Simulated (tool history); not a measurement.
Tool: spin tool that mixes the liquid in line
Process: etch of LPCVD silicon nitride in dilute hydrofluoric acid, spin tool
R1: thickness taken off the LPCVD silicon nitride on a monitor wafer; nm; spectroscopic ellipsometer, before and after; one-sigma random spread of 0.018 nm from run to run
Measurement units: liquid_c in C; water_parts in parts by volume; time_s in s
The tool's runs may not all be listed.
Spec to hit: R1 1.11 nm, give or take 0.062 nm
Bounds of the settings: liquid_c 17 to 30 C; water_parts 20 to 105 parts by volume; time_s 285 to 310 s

Run 1, hour 0: liquid_c 22 C, water_parts 55 parts by volume, time_s 285 s. Result: R1 2.1228 nm.
Run 2, hour 1: liquid_c 19.5 C, water_parts 55 parts by volume, time_s 285 s. Result: R1 1.8118 nm.
Run 3, hour 6.4: liquid_c 22 C, water_parts 55 parts by volume, time_s 285 s. Result: R1 2.0868 nm.
Run 4, hour 8.7: liquid_c 21 C, water_parts 60 parts by volume, time_s 285 s. Result: R1 1.8559 nm.
Run 5, hour 10.5: liquid_c 20.5 C, water_parts 65 parts by volume, time_s 285 s. Result: R1 1.6018 nm.
Run 6, hour 12.3: liquid_c 20.5 C, water_parts 65 parts by volume, time_s 310 s. Result: R1 1.7761 nm.
Run 7, hour 15.8: liquid_c 20 C, water_parts 70 parts by volume, time_s 310 s. Result: R1 1.6084 nm.
Run 8, hour 18.5: liquid_c 20 C, water_parts 70 parts by volume, time_s 310 s. Result: R1 1.6016 nm.
Run 9, hour 23.3: liquid_c 19.5 C, water_parts 70 parts by volume, time_s 310 s. Result: R1 1.5224 nm.
Run 10, hour 27.3: liquid_c 19 C, water_parts 70 parts by volume, time_s 310 s. Result: R1 1.428 nm.
Run 11, hour 31.1: liquid_c 18.5 C, water_parts 70 parts by volume, time_s 310 s. Result: R1 1.4301 nm.
Run 12, hour 34.4: liquid_c 18 C, water_parts 70 parts by volume, time_s 310 s. Result: R1 1.4045 nm.
Run 13, hour 36.6: liquid_c 17.5 C, water_parts 75 parts by volume, time_s 310 s. Result: R1 1.2418 nm.

Next run, 4 choices. One meets every target within its allowed miss, the rest don't. Which?
Run A, hour 38.8: liquid_c 19 C, water_parts 75 parts by volume, time_s 285 s. Result: R1 ?.
Run B, hour 38.8: liquid_c 17 C, water_parts 65 parts by volume, time_s 295 s. Result: R1 ?.
Run C, hour 38.8: liquid_c 19 C, water_parts 90 parts by volume, time_s 300 s. Result: R1 ?.
Run D, hour 38.8: liquid_c 17.5 C, water_parts 70 parts by volume, time_s 300 s. Result: R1 ?.

move      R1
   A  1.2738
   B  1.3173
   C  1.1227
   D  1.2914
A: lands further from the targets than the last run did
B: lands further from the targets than the last run did
C: every result lands within tolerance
D: lands further from the targets than the last run did
The right move is C.
